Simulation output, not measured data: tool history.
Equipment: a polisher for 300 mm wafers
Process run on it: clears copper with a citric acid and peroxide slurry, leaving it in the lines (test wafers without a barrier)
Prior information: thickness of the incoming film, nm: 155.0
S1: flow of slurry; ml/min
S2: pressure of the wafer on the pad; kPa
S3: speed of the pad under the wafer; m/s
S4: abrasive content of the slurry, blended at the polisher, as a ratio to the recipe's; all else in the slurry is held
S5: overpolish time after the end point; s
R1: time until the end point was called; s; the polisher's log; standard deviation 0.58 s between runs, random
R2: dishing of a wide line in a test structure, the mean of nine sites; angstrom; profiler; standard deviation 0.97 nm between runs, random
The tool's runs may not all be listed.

run    day   S1    S2    S3    S4  S5      R1      R2
  1  0.000  245  20.7  0.84  1.00  24  69.010  331.22
  2  0.325  225  20.7  0.84  1.00  24  70.072  317.42
  3  0.704  225  20.7  0.84  0.80  24  73.458  315.34
  4  0.917  225  20.7  0.84  0.75  24  74.323  309.06
  5  1.212  260  20.7  0.84  0.75  24  72.030  313.92
  6  1.375  260  22.8  0.84  0.75  24  66.192  340.95
  7  1.662  260  24.1  0.84  0.75  27  63.187  399.65
  8  2.004  260  24.8  0.84  0.75  29  61.972  411.57

Run 9, settings as shown, results not yet in. Your forecast:
  9  2.058  265  25.5  0.84  0.75  31   ?   ?

Logged for run 9: R1 61.336 s, R2 463.08 angstrom.
